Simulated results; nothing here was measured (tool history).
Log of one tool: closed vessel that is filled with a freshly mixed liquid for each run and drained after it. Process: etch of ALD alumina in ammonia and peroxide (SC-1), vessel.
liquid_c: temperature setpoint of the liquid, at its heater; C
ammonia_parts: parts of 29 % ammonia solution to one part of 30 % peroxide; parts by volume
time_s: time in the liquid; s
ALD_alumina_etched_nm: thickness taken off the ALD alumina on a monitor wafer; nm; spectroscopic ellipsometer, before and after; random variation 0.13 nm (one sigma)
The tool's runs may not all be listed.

run	day	liquid_c	ammonia_parts	time_s	ALD_alumina_etched_nm
1	0	48	0.5	965	44.36
2	0.342	48	0.4	965	43.437
3	0.529	47	0.4	965	41.218
4	0.692	47	0.5	965	41.867
5	0.733	51.5	0.5	965	53.58
6	0.946	51.5	0.5	965	53.819
7	1.029	51.5	0.5	965	53.872
8	1.275	49.5	0.5	965	48.005

The next listed run, before its measurement:
9	1.362	48.5	0.5	965	?

Logged for run 9: ALD_alumina_etched_nm 45.96 nm.
